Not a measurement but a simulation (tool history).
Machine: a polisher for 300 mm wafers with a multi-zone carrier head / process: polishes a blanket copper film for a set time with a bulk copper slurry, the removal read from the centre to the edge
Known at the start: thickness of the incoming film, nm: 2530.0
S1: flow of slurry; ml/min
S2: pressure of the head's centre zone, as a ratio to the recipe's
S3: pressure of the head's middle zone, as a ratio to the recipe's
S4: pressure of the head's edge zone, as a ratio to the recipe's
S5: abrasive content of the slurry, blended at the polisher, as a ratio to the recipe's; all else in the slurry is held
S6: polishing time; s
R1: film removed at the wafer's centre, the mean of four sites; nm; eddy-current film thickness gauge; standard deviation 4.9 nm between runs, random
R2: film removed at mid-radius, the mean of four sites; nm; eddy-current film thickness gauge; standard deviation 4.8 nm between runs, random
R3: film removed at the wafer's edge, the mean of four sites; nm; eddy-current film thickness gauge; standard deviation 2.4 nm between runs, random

| run | hour | S1 | S2 | S3 | S4 | S5 | S6 | R1 | R2 | R3 |
|---|---|---|---|---|---|---|---|---|---|---|
| 1 | 0 | 130 | 1 | 1 | 1 | 1 | 64 | 462.77 | 476.53 | 463.96 |
| 2 | 2.7 | 120 | 0.99 | 0.98 | 0.96 | 0.85 | 63 | 427.78 | 449.31 | 439.53 |
| 3 | 3.5 | 115 | 1 | 0.97 | 0.93 | 0.75 | 61 | 412.9 | 406.62 | 408.8 |
| 4 | 10.7 | 95 | 1 | 0.97 | 0.93 | 0.75 | 61 | 386.75 | 392.4 | 394.57 |
| 5 | 16.4 | 90 | 1 | 0.97 | 0.91 | 0.7 | 61 | 369.97 | 377.24 | 384.38 |
| 6 | 18.2 | 90 | 1.01 | 0.98 | 0.89 | 0.7 | 61 | 375.53 | 380.53 | 380.89 |
| 7 | 20 | 90 | 1.02 | 0.99 | 0.87 | 0.7 | 61 | 385.65 | 380.83 | 376.68 |

Run 8 is up next; what results do you expect?
| 8 | 25.2 | 90 | 1.02 | 0.99 | 0.87 | 0.7 | 61 | ? | ? | ? |

R1: 381.85 nm
R2: 382.5 nm
R3: 379.4 nm
